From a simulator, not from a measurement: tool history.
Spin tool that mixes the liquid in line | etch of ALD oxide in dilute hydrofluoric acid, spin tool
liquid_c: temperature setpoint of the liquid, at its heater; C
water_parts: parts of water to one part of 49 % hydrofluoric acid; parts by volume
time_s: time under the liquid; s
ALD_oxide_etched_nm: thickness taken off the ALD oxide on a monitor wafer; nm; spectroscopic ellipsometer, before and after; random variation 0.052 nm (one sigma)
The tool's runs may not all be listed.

| run | hour | liquid_c | water_parts | time_s | ALD_oxide_etched_nm |
|---|---|---|---|---|---|
| 1 | 0 | 24 | 110 | 85 | 7.0052 |
| 2 | 7.3 | 22.5 | 110 | 85 | 6.6859 |
| 3 | 10.4 | 23.5 | 110 | 85 | 6.945 |
| 4 | 19.2 | 23.5 | 90 | 85 | 8.669 |
| 5 | 20.8 | 26 | 90 | 85 | 9.4328 |
| 6 | 22.5 | 26 | 115 | 85 | 7.2318 |
| 7 | 25.9 | 26.5 | 115 | 85 | 7.4136 |

Run 8 comes next. What will it give?
| 8 | 34.9 | 27 | 115 | 85 | ? |

Run 8 gave ALD_oxide_etched_nm 7.5869 nm.

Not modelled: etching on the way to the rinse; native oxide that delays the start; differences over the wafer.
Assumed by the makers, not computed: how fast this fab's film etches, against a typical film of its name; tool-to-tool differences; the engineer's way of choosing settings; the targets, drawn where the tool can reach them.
